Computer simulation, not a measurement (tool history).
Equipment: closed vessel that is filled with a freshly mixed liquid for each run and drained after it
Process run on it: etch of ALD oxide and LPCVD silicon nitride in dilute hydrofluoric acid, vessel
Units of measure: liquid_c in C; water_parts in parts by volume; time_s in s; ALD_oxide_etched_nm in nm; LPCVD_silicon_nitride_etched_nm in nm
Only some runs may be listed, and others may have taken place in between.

run,hour,liquid_c,water_parts,time_s,ALD_oxide_etched_nm,LPCVD_silicon_nitride_etched_nm
1,0.0,22.0,100,150,48.136,0.56064
2,1.9,22.0,100,90,29.375,0.35889
3,4.7,22.0,100,60,19.831,0.22668
4,5.9,23.5,75,60,29.189,0.30517
5,7.5,23.5,75,30,14.130,0.16229
6,11.8,23.5,75,30,14.240,0.16556
7,15.4,25.5,60,50,32.663,0.35847

Expected results for the next run?
8,20.7,27.0,55,50,?,?

Run 8 produced ALD_oxide_etched_nm 38.545 nm, LPCVD_silicon_nitride_etched_nm 0.47197 nm.

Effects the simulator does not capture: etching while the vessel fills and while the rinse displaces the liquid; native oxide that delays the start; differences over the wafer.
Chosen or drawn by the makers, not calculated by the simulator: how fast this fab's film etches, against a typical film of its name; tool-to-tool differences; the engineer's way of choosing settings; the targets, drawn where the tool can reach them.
